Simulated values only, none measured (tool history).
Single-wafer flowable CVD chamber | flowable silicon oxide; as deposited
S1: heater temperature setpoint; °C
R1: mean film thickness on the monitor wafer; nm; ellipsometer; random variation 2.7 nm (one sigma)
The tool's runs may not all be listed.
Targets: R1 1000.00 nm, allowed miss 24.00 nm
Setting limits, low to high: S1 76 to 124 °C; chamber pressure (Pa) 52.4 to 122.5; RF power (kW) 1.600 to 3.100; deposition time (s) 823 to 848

{"run": 1, "hour": 0.0, "S1": 100, "chamber pressure (Pa)": 87.5, "RF power (kW)": 2.35, "deposition time (s)": 823, "R1": 409.04}
{"run": 2, "hour": 6.2, "S1": 95, "chamber pressure (Pa)": 88.8, "RF power (kW)": 2.35, "deposition time (s)": 823, "R1": 501.13}
{"run": 3, "hour": 9.6, "S1": 95, "chamber pressure (Pa)": 100.9, "RF power (kW)": 2.35, "deposition time (s)": 823, "R1": 565.9}
{"run": 4, "hour": 10.8, "S1": 92, "chamber pressure (Pa)": 101.1, "RF power (kW)": 2.35, "deposition time (s)": 823, "R1": 636.69}
{"run": 5, "hour": 17.5, "S1": 92, "chamber pressure (Pa)": 115.9, "RF power (kW)": 2.35, "deposition time (s)": 823, "R1": 725.61}
{"run": 6, "hour": 24.4, "S1": 92, "chamber pressure (Pa)": 115.9, "RF power (kW)": 2.625, "deposition time (s)": 823, "R1": 740.3}
{"run": 7, "hour": 28.5, "S1": 90, "chamber pressure (Pa)": 115.9, "RF power (kW)": 2.625, "deposition time (s)": 823, "R1": 790.36}
{"run": 8, "hour": 37.2, "S1": 89, "chamber pressure (Pa)": 115.9, "RF power (kW)": 2.625, "deposition time (s)": 823, "R1": 823.62}
{"run": 9, "hour": 38.3, "S1": 88, "chamber pressure (Pa)": 115.9, "RF power (kW)": 2.625, "deposition time (s)": 823, "R1": 849.02}
{"run": 10, "hour": 42.8, "S1": 87, "chamber pressure (Pa)": 115.9, "RF power (kW)": 2.625, "deposition time (s)": 823, "R1": 877.95}
{"run": 11, "hour": 43.6, "S1": 86, "chamber pressure (Pa)": 115.9, "RF power (kW)": 2.625, "deposition time (s)": 823, "R1": 910.16}
{"run": 12, "hour": 48.2, "S1": 85, "chamber pressure (Pa)": 115.9, "RF power (kW)": 2.625, "deposition time (s)": 823, "R1": 944.1}
{"run": 13, "hour": 56.4, "S1": 84, "chamber pressure (Pa)": 115.9, "RF power (kW)": 2.625, "deposition time (s)": 823, "R1": 972.38}

Exactly one of the 4 candidate moves below puts every result within its allowed miss. Which one?
{"run": "A", "hour": 64.6, "S1": 80, "chamber pressure (Pa)": 106.9, "RF power (kW)": 2.76, "deposition time (s)": 848, "R1": "?"}
{"run": "B", "hour": 64.6, "S1": 76, "chamber pressure (Pa)": 99.6, "RF power (kW)": 2.29, "deposition time (s)": 825, "R1": "?"}
{"run": "C", "hour": 64.6, "S1": 84, "chamber pressure (Pa)": 115.2, "RF power (kW)": 2.8, "deposition time (s)": 834, "R1": "?"}
{"run": "D", "hour": 64.6, "S1": 82, "chamber pressure (Pa)": 118.1, "RF power (kW)": 2.74, "deposition time (s)": 825, "R1": "?"}

move=A R1=1062.00
move=B R1=1046.80
move=C R1=992.09
move=D R1=1072.50
A: the result that was furthest off in the last run now lies on the other side of its target
B: the result that was furthest off in the last run now lies on the other side of its target
C: all results land within tolerance of their targets
D: the result that was furthest off in the last run now lies on the other side of its target
C is the move that brings every result within its allowed miss.
